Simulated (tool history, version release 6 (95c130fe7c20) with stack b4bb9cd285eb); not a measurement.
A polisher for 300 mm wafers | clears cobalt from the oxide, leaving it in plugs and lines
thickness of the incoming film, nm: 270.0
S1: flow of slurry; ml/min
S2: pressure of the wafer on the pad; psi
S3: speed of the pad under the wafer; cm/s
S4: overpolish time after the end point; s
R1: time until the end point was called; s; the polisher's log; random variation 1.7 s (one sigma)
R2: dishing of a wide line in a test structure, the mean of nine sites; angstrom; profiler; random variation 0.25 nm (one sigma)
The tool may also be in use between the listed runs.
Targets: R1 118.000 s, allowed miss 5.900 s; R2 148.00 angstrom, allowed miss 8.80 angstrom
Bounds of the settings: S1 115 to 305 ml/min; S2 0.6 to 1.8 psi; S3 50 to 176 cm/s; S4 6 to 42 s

run 1 hour=0.0 | S1=195 S2=1.2 S3=112 S4=21 | R1=74.621 R2=146.96
run 2 hour=5.1 | S1=195 S2=1.2 S3=100 S4=21 | R1=83.522 R2=148.66
run 3 hour=6.9 | S1=195 S2=1.1 S3=98 S4=21 | R1=90.868 R2=145.09
run 4 hour=8.1 | S1=195 S2=1.1 S3=124 S4=21 | R1=74.567 R2=147.80
run 5 hour=15.0 | S1=195 S2=1.1 S3=124 S4=14 | R1=71.317 R2=145.70
run 6 hour=21.3 | S1=195 S2=1.2 S3=124 S4=14 | R1=67.274 R2=149.30
run 7 hour=28.1 | S1=195 S2=1.2 S3=124 S4=14 | R1=66.916 R2=144.43
run 8 hour=29.4 | S1=195 S2=1.0 S3=120 S4=16 | R1=79.814 R2=146.82
run 9 hour=33.0 | S1=190 S2=0.7 S3=106 S4=14 | R1=121.230 R2=136.37
run 10 hour=34.5 | S1=190 S2=0.7 S3=106 S4=14 | R1=117.730 R2=130.95

5 next moves are on the table. One of them brings every result within its allowed miss. Which?
run A hour=36.0 | S1=150 S2=1.0 S3=96 S4=26 | R1=? R2=?
run B hour=36.0 | S1=230 S2=0.8 S3=110 S4=24 | R1=? R2=?
run C hour=36.0 | S1=175 S2=0.9 S3=102 S4=26 | R1=? R2=?
run D hour=36.0 | S1=220 S2=1.2 S3=76 S4=27 | R1=? R2=?
run E hour=36.0 | S1=200 S2=0.8 S3=96 S4=26 | R1=? R2=?

move=A R1=103.890 R2=151.58
move=B R1=99.919 R2=151.29
move=C R1=102.870 R2=151.82
move=D R1=106.380 R2=152.38
move=E R1=116.140 R2=151.21
A: brings the result that was furthest off to its target, and leaves another outside
B: brings the result that was furthest off to its target, and leaves another outside
C: brings the result that was furthest off to its target, and leaves another outside
D: brings the result that was furthest off to its target, and leaves another outside
E: meets every target
The right move is E.
